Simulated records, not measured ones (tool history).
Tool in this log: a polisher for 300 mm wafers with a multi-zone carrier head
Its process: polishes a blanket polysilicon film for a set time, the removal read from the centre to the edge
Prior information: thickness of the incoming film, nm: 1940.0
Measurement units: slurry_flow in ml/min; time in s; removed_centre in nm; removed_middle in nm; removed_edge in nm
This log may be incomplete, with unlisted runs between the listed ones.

run  hour  slurry_flow  centre_zone  middle_zone  edge_zone  time  removed_centre  removed_middle  removed_edge
  1   0.0          150         1.00         1.00       1.00    54          324.31          329.07        317.82
  2   5.8          150         1.00         0.94       1.00    54          324.10          313.01        327.49
  3   7.5          175         1.00         0.94       1.00    54          336.69          321.02        328.41
  4  11.4          175         0.96         0.94       1.00    54          322.53          320.72        335.66
  5  18.1          175         0.96         0.94       1.00    60          357.25          350.36        363.41
  6  22.3          165         0.93         0.92       0.98    59          335.19          338.38        366.19
  7  31.0          165         0.93         0.92       0.98    59          338.88          336.73        348.19
  8  35.8          155         0.90         0.90       0.99    59          318.35          327.53        354.35
  9  43.3          145         0.89         0.88       0.98    59          310.60          323.39        348.19
 10  44.8          140         0.88         0.86       0.99    58          301.39          305.89        335.34
 11  51.1          100         0.81         0.86       1.08    59          256.04          287.17        339.93

Run 12 is up next; what results do you expect?
 12  51.8          105         0.82         0.86       1.07    59               ?               ?             ?

{"run 12": {"removed_centre": 263.56, "removed_middle": 291.38, "removed_edge": 339.36}}
